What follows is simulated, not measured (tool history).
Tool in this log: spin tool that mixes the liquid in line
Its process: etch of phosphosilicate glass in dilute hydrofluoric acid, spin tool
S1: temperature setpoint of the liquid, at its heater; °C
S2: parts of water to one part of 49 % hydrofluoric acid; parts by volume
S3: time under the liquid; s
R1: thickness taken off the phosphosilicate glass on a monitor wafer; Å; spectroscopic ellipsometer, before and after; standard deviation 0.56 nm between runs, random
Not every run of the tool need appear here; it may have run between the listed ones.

{"run": 1, "hour": 0.0, "S1": 22, "S2": 80, "S3": 15, "R1": 264.36}
{"run": 2, "hour": 4.1, "S1": 22, "S2": 105, "S3": 15, "R1": 194.73}
{"run": 3, "hour": 11.8, "S1": 23, "S2": 95, "S3": 15, "R1": 230.48}
{"run": 4, "hour": 14.2, "S1": 23, "S2": 95, "S3": 15, "R1": 226.02}
{"run": 5, "hour": 18.6, "S1": 24, "S2": 85, "S3": 15, "R1": 264.36}
{"run": 6, "hour": 27.2, "S1": 25, "S2": 75, "S3": 15, "R1": 320.57}

Run 7 is up next; what results do you expect?
{"run": 7, "hour": 34.1, "S1": 25.5, "S2": 70, "S3": 15, "R1": "?"}

Run 7 measured R1 349.01 Å.
